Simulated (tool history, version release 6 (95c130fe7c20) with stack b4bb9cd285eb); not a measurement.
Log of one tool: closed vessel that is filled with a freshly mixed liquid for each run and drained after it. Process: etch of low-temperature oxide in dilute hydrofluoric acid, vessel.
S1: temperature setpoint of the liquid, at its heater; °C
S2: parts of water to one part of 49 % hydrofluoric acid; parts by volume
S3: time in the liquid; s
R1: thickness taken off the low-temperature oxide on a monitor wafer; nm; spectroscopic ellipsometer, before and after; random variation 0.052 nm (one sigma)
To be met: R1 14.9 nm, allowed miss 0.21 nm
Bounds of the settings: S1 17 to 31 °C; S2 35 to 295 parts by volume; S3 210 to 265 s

run	hour	S1	S2	S3	R1
1	0	23	165	265	27.878
2	7.1	21.5	165	265	26.521
3	13.5	20	185	265	21.729
4	19.8	19	195	265	19.613
5	28.9	19	195	265	19.66
6	31.7	19	195	265	19.616
7	40.8	18.5	205	265	18.12
8	44.5	18	210	265	17.247
9	52.5	17.5	215	265	16.543
10	56.7	17.5	220	265	16.122
11	61.4	17.5	225	265	15.577

Which of these 4 next moves meets every target?
A	66.1	17	235	265	?
B	66.1	17	210	245	?
C	66.1	19	205	220	?
D	66.1	17.5	230	260	?

move	R1
A	14.57
B	15.415
C	15.411
D	14.961
A: takes the result that was furthest off past its target
B: nearer than the last run, and not there yet
C: nearer than the last run, and not there yet
D: meets every target
Answer: D
